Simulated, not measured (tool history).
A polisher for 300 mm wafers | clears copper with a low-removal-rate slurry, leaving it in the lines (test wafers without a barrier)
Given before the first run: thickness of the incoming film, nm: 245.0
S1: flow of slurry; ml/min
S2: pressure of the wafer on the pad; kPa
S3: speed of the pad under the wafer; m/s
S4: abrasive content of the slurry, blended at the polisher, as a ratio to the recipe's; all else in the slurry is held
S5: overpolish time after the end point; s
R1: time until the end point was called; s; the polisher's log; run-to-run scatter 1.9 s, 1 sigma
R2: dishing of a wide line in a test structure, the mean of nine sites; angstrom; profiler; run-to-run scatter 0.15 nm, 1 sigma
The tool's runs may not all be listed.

{"run": 1, "hour": 0.0, "S1": 140, "S2": 20.7, "S3": 0.84, "S4": 1.0, "S5": 12, "R1": 97.765, "R2": 216.91}
{"run": 2, "hour": 8.7, "S1": 140, "S2": 20.0, "S3": 0.84, "S4": 1.0, "S5": 11, "R1": 100.62, "R2": 185.83}
{"run": 3, "hour": 12.9, "S1": 140, "S2": 20.0, "S3": 0.94, "S4": 1.0, "S5": 11, "R1": 90.816, "R2": 211.84}
{"run": 4, "hour": 13.5, "S1": 140, "S2": 24.1, "S3": 0.94, "S4": 1.0, "S5": 11, "R1": 75.275, "R2": 237.72}
{"run": 5, "hour": 19.7, "S1": 140, "S2": 21.4, "S3": 0.94, "S4": 1.0, "S5": 11, "R1": 88.156, "R2": 221.18}
{"run": 6, "hour": 22.3, "S1": 145, "S2": 21.4, "S3": 0.92, "S4": 1.0, "S5": 10, "R1": 86.153, "R2": 195.26}
{"run": 7, "hour": 26.3, "S1": 150, "S2": 20.7, "S3": 0.9, "S4": 1.0, "S5": 10, "R1": 91.268, "R2": 189.6}

Forecast run 8:
{"run": 8, "hour": 31.0, "S1": 110, "S2": 16.5, "S3": 0.88, "S4": 0.95, "S5": 4, "R1": "?", "R2": "?"}

R1: 124.600 s
R2: 58.317 angstrom
